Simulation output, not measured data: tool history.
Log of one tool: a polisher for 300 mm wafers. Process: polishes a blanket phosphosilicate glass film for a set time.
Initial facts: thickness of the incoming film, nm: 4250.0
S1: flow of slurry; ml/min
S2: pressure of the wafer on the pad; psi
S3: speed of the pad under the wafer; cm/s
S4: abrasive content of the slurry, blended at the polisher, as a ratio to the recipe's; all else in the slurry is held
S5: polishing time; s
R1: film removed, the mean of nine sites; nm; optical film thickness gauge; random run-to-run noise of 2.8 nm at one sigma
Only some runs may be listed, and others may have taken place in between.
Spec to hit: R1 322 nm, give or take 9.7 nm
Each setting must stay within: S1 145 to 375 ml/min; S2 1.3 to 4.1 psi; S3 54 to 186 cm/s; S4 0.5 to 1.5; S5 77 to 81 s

run  hour   S1   S2   S3   S4  S5      R1
  1     0  240  2.7  118    1  77  609.19
  2   1.6  240  2.7  118  0.9  77  577.98
  3   3.8  240  2.7  118  0.8  77  546.37
  4  10.6  240  2.4  118  0.8  77  492.87
  5  15.5  240  2.4  118  0.8  77  487.72
  6  19.7  240  2.2  118  0.8  77  450.41
  7  21.2  240    2  118  0.8  77   412.5
  8  22.6  240  1.9  118  0.8  77  388.09
  9  27.3  240  1.8  118  0.8  77  373.22
 10  29.9  230  1.4  118  0.8  77  295.62
 11  35.9  240  1.4  118  0.8  77  291.49
 12    42  240  1.5  118  0.8  77  314.16

Which of these 4 next moves meets every target?
  A  48.1  265  1.6   90  0.85  81   ?
  B  48.1  210  1.3  124  0.85  81   ?
  C  48.1  285  1.3  132   0.8  77   ?
  D  48.1  205    2   96   0.7  77   ?

move      R1
   A  291.95
   B  302.33
   C  302.92
   D  319.04
A: lands further from the targets than the last run did
B: lands further from the targets than the last run did
C: lands further from the targets than the last run did
D: hits every target within its allowed miss
So the answer is move D, the one that meets all the targets.

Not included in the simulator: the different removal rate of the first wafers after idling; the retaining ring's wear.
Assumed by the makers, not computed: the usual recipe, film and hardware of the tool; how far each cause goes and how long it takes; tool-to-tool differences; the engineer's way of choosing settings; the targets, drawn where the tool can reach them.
